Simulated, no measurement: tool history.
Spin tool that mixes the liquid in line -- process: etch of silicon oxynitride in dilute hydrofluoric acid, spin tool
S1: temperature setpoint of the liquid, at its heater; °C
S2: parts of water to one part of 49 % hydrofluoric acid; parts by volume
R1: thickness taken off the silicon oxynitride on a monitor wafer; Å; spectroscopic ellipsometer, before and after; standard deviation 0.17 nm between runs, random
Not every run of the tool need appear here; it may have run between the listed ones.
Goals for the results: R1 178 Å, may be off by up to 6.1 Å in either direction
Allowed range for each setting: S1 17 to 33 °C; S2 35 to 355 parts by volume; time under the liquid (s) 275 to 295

Run 1, hour 0: S1 25 °C, S2 195 parts by volume, time under the liquid (s) 275. Result: R1 41.416 Å.
Run 2, hour 4.3: S1 27.5 °C, S2 145 parts by volume, time under the liquid (s) 280. Result: R1 66.825 Å.
Run 3, hour 11.9: S1 29 °C, S2 110 parts by volume, time under the liquid (s) 280. Result: R1 97.424 Å.
Run 4, hour 19.7: S1 31.5 °C, S2 110 parts by volume, time under the liquid (s) 280. Result: R1 107.64 Å.
Run 5, hour 28.2: S1 32 °C, S2 90 parts by volume, time under the liquid (s) 280. Result: R1 137.84 Å.
Run 6, hour 30.3: S1 30.5 °C, S2 90 parts by volume, time under the liquid (s) 280. Result: R1 125.91 Å.
Run 7, hour 31.3: S1 31 °C, S2 80 parts by volume, time under the liquid (s) 280. Result: R1 149.13 Å.
Run 8, hour 35.5: S1 31.5 °C, S2 75 parts by volume, time under the liquid (s) 280. Result: R1 163.3 Å.
Run 9, hour 39.7: S1 32 °C, S2 75 parts by volume, time under the liquid (s) 280. Result: R1 164.74 Å.
Run 10, hour 47.9: S1 32.5 °C, S2 75 parts by volume, time under the liquid (s) 280. Result: R1 170.76 Å.

Which one of the following 4 next-run settings gets every result inside its allowed miss? There is exactly one.
Run A, hour 56.1: S1 30 °C, S2 75 parts by volume, time under the liquid (s) 290. Result: R1 ?.
Run B, hour 56.1: S1 33 °C, S2 85 parts by volume, time under the liquid (s) 295. Result: R1 ?.
Run C, hour 56.1: S1 33 °C, S2 80 parts by volume, time under the liquid (s) 280. Result: R1 ?.
Run D, hour 56.1: S1 31 °C, S2 70 parts by volume, time under the liquid (s) 285. Result: R1 ?.

move      R1
   A  158.74
   B  161.27
   C  163.57
   D  175.87
A: the biggest miss grows against the last run
B: the biggest miss grows against the last run
C: the biggest miss grows against the last run
D: hits every target within its allowed miss
Go with D: it meets all targets.

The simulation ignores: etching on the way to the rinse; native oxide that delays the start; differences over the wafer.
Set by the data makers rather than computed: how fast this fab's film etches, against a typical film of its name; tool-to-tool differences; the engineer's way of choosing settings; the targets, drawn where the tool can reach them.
